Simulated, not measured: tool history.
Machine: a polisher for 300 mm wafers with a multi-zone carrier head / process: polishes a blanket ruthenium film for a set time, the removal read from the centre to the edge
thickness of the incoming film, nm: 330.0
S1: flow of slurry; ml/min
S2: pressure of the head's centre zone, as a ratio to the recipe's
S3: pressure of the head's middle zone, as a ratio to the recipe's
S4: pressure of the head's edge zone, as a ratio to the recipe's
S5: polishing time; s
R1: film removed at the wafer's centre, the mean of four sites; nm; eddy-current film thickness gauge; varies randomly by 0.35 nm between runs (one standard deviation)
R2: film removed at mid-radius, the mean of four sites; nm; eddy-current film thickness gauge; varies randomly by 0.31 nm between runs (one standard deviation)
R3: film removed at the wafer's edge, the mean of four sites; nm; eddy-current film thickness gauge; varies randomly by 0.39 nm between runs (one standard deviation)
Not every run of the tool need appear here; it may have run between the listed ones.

| run | hour | S1 | S2 | S3 | S4 | S5 | R1 | R2 | R3 |
|---|---|---|---|---|---|---|---|---|---|
| 1 | 0.0 | 255 | 1.00 | 1.00 | 1.00 | 37 | 51.539 | 49.805 | 52.973 |
| 2 | 7.9 | 255 | 1.00 | 1.00 | 1.07 | 37 | 52.689 | 51.153 | 52.760 |
| 3 | 9.2 | 255 | 1.01 | 0.99 | 1.07 | 35 | 48.514 | 47.106 | 49.562 |
| 4 | 14.1 | 255 | 1.02 | 0.98 | 1.07 | 34 | 48.879 | 45.286 | 48.544 |
| 5 | 16.8 | 255 | 1.02 | 0.91 | 1.07 | 34 | 47.420 | 42.931 | 49.188 |
| 6 | 25.5 | 255 | 1.03 | 0.91 | 1.07 | 33 | 47.334 | 40.648 | 47.718 |
| 7 | 26.4 | 240 | 0.99 | 0.86 | 0.97 | 23 | 31.335 | 26.552 | 32.007 |

What will run 8 give?
| 8 | 33.8 | 245 | 1.00 | 0.87 | 0.97 | 23 | ? | ? | ? |

R1: 31.713 nm
R2: 27.732 nm
R3: 31.857 nm

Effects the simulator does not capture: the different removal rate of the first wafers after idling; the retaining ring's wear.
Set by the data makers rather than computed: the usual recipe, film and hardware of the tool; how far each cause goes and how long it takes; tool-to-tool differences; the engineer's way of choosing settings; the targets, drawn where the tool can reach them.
